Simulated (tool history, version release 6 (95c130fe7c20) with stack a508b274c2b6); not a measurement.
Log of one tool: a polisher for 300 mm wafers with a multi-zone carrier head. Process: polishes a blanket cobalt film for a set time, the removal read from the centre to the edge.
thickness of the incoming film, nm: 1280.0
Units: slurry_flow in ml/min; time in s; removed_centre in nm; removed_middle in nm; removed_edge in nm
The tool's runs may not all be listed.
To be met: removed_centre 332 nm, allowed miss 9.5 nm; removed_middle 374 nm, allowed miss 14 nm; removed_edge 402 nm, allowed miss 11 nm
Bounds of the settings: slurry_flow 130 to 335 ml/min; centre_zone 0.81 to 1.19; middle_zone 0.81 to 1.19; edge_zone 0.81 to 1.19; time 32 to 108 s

run  hour  slurry_flow  centre_zone  middle_zone  edge_zone  time  removed_centre  removed_middle  removed_edge
  1     0          215            1            1          1    70          476.11          446.43        446.61
  2     7          215            1            1          1    61          417.76          380.28         390.2
  3  15.6          215            1         0.95          1    61          416.06          368.91        389.03
  4    20          195            1         0.95          1    61          407.66          361.97        385.92
  5  22.6          160            1         0.95          1    61          393.92          347.39        375.48
     24.2  -- centre zone pressure recalibrated
  6  24.2          150         0.95         0.98       1.03    61          351.15          354.81        376.65
  7  25.3          150         0.94         0.99       1.05    62          351.43          359.18        391.01
  8  27.6          145         0.93            1       1.06    62          344.36          358.21         386.1
  9  30.9          145         0.92         1.01       1.07    62          336.09          359.92        385.21

Which of these 4 next moves meets every target?
  A  34.2          135         0.88            1       1.08    65               ?               ?             ?
  B  34.2          145         0.95         1.07          1    58               ?               ?             ?
  C  34.2          145         0.93         1.12       1.03    61               ?               ?             ?
  D  34.2          160         0.94         1.02       1.07    60               ?               ?             ?

move  removed_centre  removed_middle  removed_edge
   A           333.8           368.1        401.62
   B          328.51          354.04        349.39
   C          338.29          387.21        372.42
   D          344.65          359.48        379.62
A: meets every target
B: further off than the last run
C: further off than the last run
D: further off than the last run
Move A is the one to make.
